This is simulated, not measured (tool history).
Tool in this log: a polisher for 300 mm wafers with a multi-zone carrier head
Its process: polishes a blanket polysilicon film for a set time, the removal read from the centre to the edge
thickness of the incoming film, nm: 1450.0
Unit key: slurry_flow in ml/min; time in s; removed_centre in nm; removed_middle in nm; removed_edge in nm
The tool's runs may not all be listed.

run	hour	slurry_flow	centre_zone	middle_zone	edge_zone	time	removed_centre	removed_middle	removed_edge
1	0	230	1	1	1	75	315.22	314.3	318.34
2	8.1	230	1	1	0.92	75	316.91	308.7	311.32
3	8.7	230	1	1	0.95	75	318.66	310.45	307.76
4	9.3	230	1	1.08	0.95	75	316.87	334.31	311.64
5	10.4	230	1	1.08	0.89	75	316.89	332.8	300.29
6	11.2	230	0.99	1.07	0.98	83	344.58	361.19	349.95
7	16	235	0.99	1.09	1.04	89	371.96	397.59	387.24
8	24.2	245	0.98	1.09	1.09	93	388.66	420.29	414.38
9	31.6	245	0.97	1.09	1.12	96	396.55	438.59	434.94

Predict the results of run 10:
10	39.8	255	0.96	1.08	1.14	98	?	?	?

removed_centre: 404.31 nm
removed_middle: 437.53 nm
removed_edge: 446.9 nm
